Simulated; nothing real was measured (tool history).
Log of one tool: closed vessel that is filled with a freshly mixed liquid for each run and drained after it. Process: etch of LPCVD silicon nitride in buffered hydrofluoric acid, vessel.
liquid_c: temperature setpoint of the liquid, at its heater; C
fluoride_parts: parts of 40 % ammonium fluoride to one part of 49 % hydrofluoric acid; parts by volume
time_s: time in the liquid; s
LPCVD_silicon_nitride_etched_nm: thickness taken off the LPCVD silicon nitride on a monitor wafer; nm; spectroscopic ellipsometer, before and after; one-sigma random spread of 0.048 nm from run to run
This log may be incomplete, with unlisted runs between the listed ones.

| run | day | liquid_c | fluoride_parts | time_s | LPCVD_silicon_nitride_etched_nm |
|---|---|---|---|---|---|
| 1 | 0 | 23 | 8 | 450 | 9.583 |
| 2 | 0.296 | 24 | 8 | 450 | 10.004 |
| 3 | 0.412 | 24 | 7.5 | 450 | 10.738 |
| 4 | 0.575 | 24 | 7.5 | 350 | 8.3955 |
| 5 | 0.9 | 20.5 | 7.5 | 350 | 6.8723 |
| 6 | 1.25 | 22.5 | 7.5 | 350 | 7.7488 |
| 7 | 1.379 | 24 | 7.5 | 350 | 8.3743 |
| 8 | 1.471 | 28 | 7.5 | 350 | 10.425 |

Run 9 is up next; what results do you expect?
| 9 | 1.829 | 28.5 | 7.5 | 350 | ? |

{"run 9": {"LPCVD_silicon_nitride_etched_nm": 10.676}}

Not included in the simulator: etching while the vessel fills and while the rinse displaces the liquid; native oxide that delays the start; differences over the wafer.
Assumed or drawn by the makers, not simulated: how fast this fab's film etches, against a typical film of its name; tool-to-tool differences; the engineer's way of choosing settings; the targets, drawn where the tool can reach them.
